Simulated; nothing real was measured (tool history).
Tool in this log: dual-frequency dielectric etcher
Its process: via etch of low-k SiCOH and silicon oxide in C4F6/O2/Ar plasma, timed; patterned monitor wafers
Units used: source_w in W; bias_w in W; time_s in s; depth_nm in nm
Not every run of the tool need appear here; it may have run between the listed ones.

run  hour  source_w  bias_w  time_s  depth_nm
  1   0.0       260     232    60.0    141.83
  2   1.7       260     201    60.0    131.37
  3   9.2       260     201    55.5    122.46
  4  13.9       280     216    56.0    132.46
  5  16.5       280     233    56.0    137.62
  6  18.5       290     240    56.0    141.65
  7  19.0       300     245    56.0    146.80
  8  26.8       310     247    56.0    147.92
  9  30.7       320     250    56.0    152.65
 10  39.0       330     251    56.0    156.26

Run 11 is up next; what results do you expect?
 11  47.6       330     252    56.0         ?

{"run 11": {"depth_nm": 155.55}}
